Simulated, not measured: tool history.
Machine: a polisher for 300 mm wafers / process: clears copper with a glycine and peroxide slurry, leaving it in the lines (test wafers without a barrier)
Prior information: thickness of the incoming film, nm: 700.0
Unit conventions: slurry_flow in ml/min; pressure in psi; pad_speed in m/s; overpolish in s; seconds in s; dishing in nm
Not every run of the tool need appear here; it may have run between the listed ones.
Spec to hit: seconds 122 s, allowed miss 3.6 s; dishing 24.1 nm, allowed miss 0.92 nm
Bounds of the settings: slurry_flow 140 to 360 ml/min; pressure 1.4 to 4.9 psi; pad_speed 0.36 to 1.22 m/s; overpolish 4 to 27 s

run 1 hour=0 | slurry_flow=230 pressure=3.1 pad_speed=0.78 overpolish=14 | seconds=189.25 dishing=34.92
run 2 hour=4.3 | slurry_flow=230 pressure=3.2 pad_speed=0.8 overpolish=13 | seconds=182.21 dishing=33.193
run 3 hour=13.1 | slurry_flow=260 pressure=3.2 pad_speed=0.8 overpolish=13 | seconds=179.14 dishing=34.254
run 4 hour=20.4 | slurry_flow=260 pressure=3.2 pad_speed=0.92 overpolish=13 | seconds=163.12 dishing=37.016
run 5 hour=23.7 | slurry_flow=260 pressure=3.2 pad_speed=0.92 overpolish=16 | seconds=160.34 dishing=44.699
run 6 hour=29.4 | slurry_flow=250 pressure=3.3 pad_speed=0.94 overpolish=15 | seconds=155.02 dishing=43.364
run 7 hour=37.5 | slurry_flow=250 pressure=3.3 pad_speed=0.94 overpolish=15 | seconds=152.87 dishing=44.004
run 8 hour=42 | slurry_flow=240 pressure=3.3 pad_speed=0.96 overpolish=14 | seconds=151.75 dishing=41.672
run 9 hour=46 | slurry_flow=230 pressure=3.4 pad_speed=0.96 overpolish=13 | seconds=153.97 dishing=39.777
run 10 hour=49.9 | slurry_flow=245 pressure=3.4 pad_speed=0.98 overpolish=12 | seconds=148.36 dishing=37.877
run 11 hour=58.5 | slurry_flow=255 pressure=3.4 pad_speed=1 overpolish=11 | seconds=142.91 dishing=35.645
run 12 hour=61.5 | slurry_flow=265 pressure=3.4 pad_speed=1 overpolish=10 | seconds=141.68 dishing=33.54
run 13 hour=68 | slurry_flow=330 pressure=3.5 pad_speed=1.06 overpolish=4 | seconds=131.34 dishing=15.064
run 14 hour=70.4 | slurry_flow=320 pressure=3.5 pad_speed=1.06 overpolish=4 | seconds=132.42 dishing=15.155
run 15 hour=74.6 | slurry_flow=310 pressure=3.5 pad_speed=1.06 overpolish=4 | seconds=131.37 dishing=15.234
run 16 hour=82.3 | slurry_flow=295 pressure=3.5 pad_speed=1.06 overpolish=4 | seconds=133.51 dishing=15.426
run 17 hour=84.4 | slurry_flow=285 pressure=3.6 pad_speed=1.06 overpolish=4 | seconds=130.35 dishing=15.399
run 18 hour=90.1 | slurry_flow=280 pressure=3.6 pad_speed=1.08 overpolish=4 | seconds=126.44 dishing=15.533
run 19 hour=97.7 | slurry_flow=280 pressure=3.6 pad_speed=1.1 overpolish=6 | seconds=126.81 dishing=23.332

Below are 4 possible settings for the next run. Only one of them brings all results inside the allowed miss of their targets. Which is it?
run A hour=105.3 | slurry_flow=270 pressure=4.2 pad_speed=1.02 overpolish=6 | seconds=? dishing=?
run B hour=105.3 | slurry_flow=245 pressure=3.7 pad_speed=1.06 overpolish=6 | seconds=? dishing=?
run C hour=105.3 | slurry_flow=285 pressure=3.3 pad_speed=1.1 overpolish=6 | seconds=? dishing=?
run D hour=105.3 | slurry_flow=295 pressure=3 pad_speed=1.22 overpolish=6 | seconds=? dishing=?

move=A seconds=121.83 dishing=23.88
move=B seconds=130.17 dishing=22.401
move=C seconds=134.27 dishing=21.714
move=D seconds=130.56 dishing=22.224
A: each result inside its tolerance
B: its largest miss is bigger than the last run's
C: its largest miss is bigger than the last run's
D: its largest miss is bigger than the last run's
The move that meets every target is A.
